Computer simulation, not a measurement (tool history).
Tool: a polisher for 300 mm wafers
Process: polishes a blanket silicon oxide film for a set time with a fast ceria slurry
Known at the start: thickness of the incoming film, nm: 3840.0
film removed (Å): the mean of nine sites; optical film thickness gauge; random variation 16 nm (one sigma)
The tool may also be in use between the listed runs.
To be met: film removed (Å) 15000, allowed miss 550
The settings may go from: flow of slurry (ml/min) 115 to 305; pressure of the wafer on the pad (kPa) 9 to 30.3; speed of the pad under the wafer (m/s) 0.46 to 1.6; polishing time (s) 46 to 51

| run | hour | flow of slurry (ml/min) | pressure of the wafer on the pad (kPa) | speed of the pad under the wafer (m/s) | polishing time (s) | film removed (Å) |
|---|---|---|---|---|---|---|
| 1 | 0 | 195 | 19.3 | 1.02 | 51 | 9049.6 |
| 2 | 2 | 195 | 20.7 | 1.02 | 51 | 9717.8 |
| 3 | 7.3 | 195 | 23.4 | 1.02 | 51 | 10629 |
| 4 | 14.6 | 195 | 20.7 | 1.02 | 51 | 9485.8 |
| 5 | 21.2 | 195 | 20.7 | 0.78 | 51 | 7586.4 |
| 6 | 30.1 | 200 | 22.1 | 0.82 | 51 | 8437.1 |
| 7 | 36.6 | 205 | 23.4 | 0.86 | 51 | 9284.8 |
| 8 | 40.5 | 210 | 24.8 | 0.9 | 51 | 10298 |
| 9 | 48.3 | 215 | 25.5 | 0.92 | 51 | 10709 |
| 10 | 57.4 | 215 | 26.2 | 0.94 | 51 | 11161 |
| 11 | 60.2 | 215 | 26.9 | 0.96 | 51 | 11746 |
| 12 | 68.8 | 215 | 27.6 | 0.98 | 51 | 12092 |
| 13 | 71.3 | 215 | 28.3 | 1 | 51 | 12770 |
| 14 | 79.5 | 215 | 29 | 1.02 | 51 | 13223 |

Which of these 4 next moves meets every target?
| A | 87.7 | 190 | 26.9 | 1.02 | 51 | ? |
| B | 87.7 | 265 | 30.3 | 0.98 | 51 | ? |
| C | 87.7 | 200 | 30.3 | 1.02 | 51 | ? |
| D | 87.7 | 205 | 30.3 | 1.12 | 51 | ? |

| move | film removed (Å) |
|---|---|
| A | 12109 |
| B | 13788 |
| C | 13681 |
| D | 14901 |
A: further off than the last run
B: nearer than the last run, and not there yet
C: nearer than the last run, and not there yet
D: meets every target
Move D is the one to make.

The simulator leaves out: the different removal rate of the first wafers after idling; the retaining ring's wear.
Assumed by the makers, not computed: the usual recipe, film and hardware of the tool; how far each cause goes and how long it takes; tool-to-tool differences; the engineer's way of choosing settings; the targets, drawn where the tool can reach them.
